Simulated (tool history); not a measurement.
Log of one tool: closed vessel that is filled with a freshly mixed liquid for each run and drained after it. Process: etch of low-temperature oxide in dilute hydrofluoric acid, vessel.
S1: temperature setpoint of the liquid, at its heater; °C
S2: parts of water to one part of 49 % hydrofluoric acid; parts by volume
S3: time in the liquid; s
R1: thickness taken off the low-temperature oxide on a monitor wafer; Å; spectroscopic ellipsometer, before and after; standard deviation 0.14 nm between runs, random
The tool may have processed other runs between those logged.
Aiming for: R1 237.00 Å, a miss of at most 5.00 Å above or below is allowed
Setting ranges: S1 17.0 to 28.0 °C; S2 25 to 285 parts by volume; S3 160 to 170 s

run  hour    S1   S2   S3      R1
  1   0.0  20.0  155  160  268.63
  2   3.9  21.5  155  160  283.28
  3   6.5  21.0  155  160  281.76
  4  14.2  21.0  155  170  295.57
  5  21.2  20.5  155  170  291.90
  6  24.2  20.0  155  170  284.59
  7  29.3  19.5  155  170  279.42
  8  33.4  19.5  155  170  280.40
  9  41.5  19.0  155  170  273.48
 10  50.4  18.0  160  170  254.52
 11  59.4  17.5  160  170  251.18

Exercise: of the 4 proposed moves below, exactly one satisfies all targets within the stated allowed misses. Which move is it?
  A  68.4  21.5  175  160   ?
  B  68.4  18.0  160  160   ?
  C  68.4  18.5  155  170   ?
  D  68.4  19.5  185  170   ?

move      R1
   A  246.69
   B  238.60
   C  268.34
   D  227.08
A: gains on the last run, yet a result remains outside its allowed miss
B: meets every target
C: misses by more than the last run did
D: takes the result that was furthest off past its target
So the answer is move B, the one that meets all the targets.
